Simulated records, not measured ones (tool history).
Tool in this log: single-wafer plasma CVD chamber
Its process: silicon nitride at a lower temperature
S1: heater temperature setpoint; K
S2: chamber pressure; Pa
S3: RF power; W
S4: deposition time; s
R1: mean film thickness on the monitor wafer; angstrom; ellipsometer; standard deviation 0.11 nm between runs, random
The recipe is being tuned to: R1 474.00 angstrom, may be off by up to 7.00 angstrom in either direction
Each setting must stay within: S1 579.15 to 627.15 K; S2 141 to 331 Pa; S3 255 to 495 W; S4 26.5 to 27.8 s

{"run": 1, "hour": 0.0, "S1": 603.15, "S2": 236, "S3": 375, "S4": 27.8, "R1": 393.04}
{"run": 2, "hour": 5.8, "S1": 603.15, "S2": 260, "S3": 390, "S4": 27.8, "R1": 416.41}
{"run": 3, "hour": 7.0, "S1": 603.15, "S2": 279, "S3": 400, "S4": 27.8, "R1": 430.55}
{"run": 4, "hour": 13.2, "S1": 603.15, "S2": 320, "S3": 400, "S4": 27.8, "R1": 445.28}
{"run": 5, "hour": 17.7, "S1": 594.15, "S2": 320, "S3": 400, "S4": 27.8, "R1": 446.46}
{"run": 6, "hour": 22.4, "S1": 594.15, "S2": 292, "S3": 400, "S4": 27.8, "R1": 436.94}
{"run": 7, "hour": 29.2, "S1": 594.15, "S2": 328, "S3": 440, "S4": 27.8, "R1": 482.61}
{"run": 8, "hour": 37.9, "S1": 594.15, "S2": 324, "S3": 440, "S4": 27.8, "R1": 481.22}

Next run, 5 choices. One meets every target within its allowed miss, the rest don't. Which?
{"run": "A", "hour": 46.6, "S1": 589.15, "S2": 320, "S3": 485, "S4": 26.5, "R1": "?"}
{"run": "B", "hour": 46.6, "S1": 588.15, "S2": 300, "S3": 455, "S4": 26.5, "R1": "?"}
{"run": "C", "hour": 46.6, "S1": 579.15, "S2": 329, "S3": 465, "S4": 27.2, "R1": "?"}
{"run": "D", "hour": 46.6, "S1": 604.15, "S2": 329, "S3": 435, "S4": 27.5, "R1": "?"}
{"run": "E", "hour": 46.6, "S1": 587.15, "S2": 301, "S3": 430, "S4": 27.4, "R1": "?"}

move=A R1=489.86
move=B R1=462.60
move=C R1=494.65
move=D R1=472.87
move=E R1=460.27
A: its largest miss is bigger than the last run's
B: takes the biggest miss from the last run beyond its target
C: its largest miss is bigger than the last run's
D: all results in spec
E: takes the biggest miss from the last run beyond its target
So the answer is move D, the one that meets all the targets.
